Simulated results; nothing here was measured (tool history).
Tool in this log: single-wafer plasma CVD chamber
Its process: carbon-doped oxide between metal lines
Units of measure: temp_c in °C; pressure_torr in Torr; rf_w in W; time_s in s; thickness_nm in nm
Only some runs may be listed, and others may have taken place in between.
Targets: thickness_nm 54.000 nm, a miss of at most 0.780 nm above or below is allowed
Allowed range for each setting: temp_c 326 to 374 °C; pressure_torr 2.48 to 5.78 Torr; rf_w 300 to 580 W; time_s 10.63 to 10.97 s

| run | hour | temp_c | pressure_torr | rf_w | time_s | thickness_nm |
|---|---|---|---|---|---|---|
| 1 | 0.0 | 350 | 4.13 | 440 | 10.63 | 49.585 |
| 2 | 3.6 | 347 | 4.28 | 440 | 10.63 | 50.324 |
| 3 | 5.5 | 347 | 3.92 | 440 | 10.63 | 49.423 |
| 4 | 12.7 | 345 | 4.11 | 440 | 10.63 | 50.325 |
| 5 | 16.4 | 345 | 3.44 | 440 | 10.63 | 48.914 |
| 6 | 24.9 | 343 | 3.64 | 445 | 10.63 | 50.313 |
| 7 | 33.3 | 340 | 3.72 | 445 | 10.63 | 50.794 |
| 8 | 38.0 | 338 | 3.82 | 445 | 10.63 | 51.343 |
| 9 | 39.0 | 336 | 3.90 | 445 | 10.63 | 52.191 |
| 10 | 43.8 | 335 | 3.93 | 445 | 10.63 | 51.995 |
| 11 | 50.7 | 334 | 3.99 | 445 | 10.63 | 52.933 |
| 12 | 58.5 | 333 | 4.00 | 445 | 10.63 | 52.696 |
| 13 | 59.7 | 332 | 4.03 | 445 | 10.63 | 52.472 |

Exercise: of the 5 proposed moves below, exactly one satisfies all targets within the stated allowed misses. Which move is it?
| A | 60.9 | 335 | 4.27 | 425 | 10.67 | ? |
| B | 60.9 | 340 | 4.48 | 490 | 10.74 | ? |
| C | 60.9 | 332 | 4.73 | 400 | 10.63 | ? |
| D | 60.9 | 327 | 3.51 | 445 | 10.91 | ? |
| E | 60.9 | 339 | 4.01 | 435 | 10.67 | ? |

| move | thickness_nm |
|---|---|
| A | 51.750 |
| B | 55.295 |
| C | 51.469 |
| D | 54.279 |
| E | 51.045 |
A: the biggest miss grows against the last run
B: takes the biggest miss from the last run beyond its target
C: the biggest miss grows against the last run
D: all results in spec
E: the biggest miss grows against the last run
Go with D: it meets all targets.

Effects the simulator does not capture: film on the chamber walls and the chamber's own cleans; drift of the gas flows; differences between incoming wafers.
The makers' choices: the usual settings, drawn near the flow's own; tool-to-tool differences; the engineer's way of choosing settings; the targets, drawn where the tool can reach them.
